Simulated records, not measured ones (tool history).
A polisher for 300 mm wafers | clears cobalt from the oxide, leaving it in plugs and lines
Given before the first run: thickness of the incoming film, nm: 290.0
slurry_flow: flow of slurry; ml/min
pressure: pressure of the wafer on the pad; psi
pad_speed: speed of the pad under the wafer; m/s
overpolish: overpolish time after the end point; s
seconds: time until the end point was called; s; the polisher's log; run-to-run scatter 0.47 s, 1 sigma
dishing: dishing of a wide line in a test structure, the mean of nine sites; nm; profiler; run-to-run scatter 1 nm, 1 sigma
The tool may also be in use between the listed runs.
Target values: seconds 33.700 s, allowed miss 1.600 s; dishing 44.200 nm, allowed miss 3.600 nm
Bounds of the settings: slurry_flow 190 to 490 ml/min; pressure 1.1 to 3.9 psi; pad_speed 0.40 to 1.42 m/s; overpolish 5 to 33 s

run  hour  slurry_flow  pressure  pad_speed  overpolish  seconds  dishing
  1   0.0          315       2.5       0.90          17   51.550   36.330
  2   1.6          315       2.5       0.90          13   52.734   33.383
  3   9.4          315       2.5       0.90           8   51.307   25.148
  4  14.8          315       2.5       0.90           5   51.638   18.166
  5  19.9          270       2.5       0.90           5   52.756   17.224
  6  25.1          270       2.5       0.90           5   53.477   19.173
  7  33.9          270       3.2       0.94          13   40.332   36.963
  8  40.2          270       3.2       0.94          13   40.243   38.021
  9  47.1          285       3.3       0.94          13   38.731   38.462
 10  51.2          290       3.4       0.94          13   37.279   36.404
 11  58.4          290       3.5       0.94          13   36.009   38.710

Of the 5 settings listed for the next run, only one would bring every result within its allowed miss of target. Which one?
  A  65.6          290       3.7       0.86          23        ?        ?
  B  65.6          395       3.7       0.94           9        ?        ?
  C  65.6          260       3.5       0.82          13        ?        ?
  D  65.6          270       3.9       0.90          19        ?        ?
  E  65.6          445       3.9       0.80          10        ?        ?

move  seconds  dishing
   A   37.255   43.460
   B   33.404   34.691
   C   41.589   36.896
   D   34.065   42.837
   E   36.818   34.833
A: gets the furthest-off result to its target, but another result is out of tolerance
B: the biggest miss grows against the last run
C: the biggest miss grows against the last run
D: in spec on every target
E: the biggest miss grows against the last run
Correct choice: D, which meets every target

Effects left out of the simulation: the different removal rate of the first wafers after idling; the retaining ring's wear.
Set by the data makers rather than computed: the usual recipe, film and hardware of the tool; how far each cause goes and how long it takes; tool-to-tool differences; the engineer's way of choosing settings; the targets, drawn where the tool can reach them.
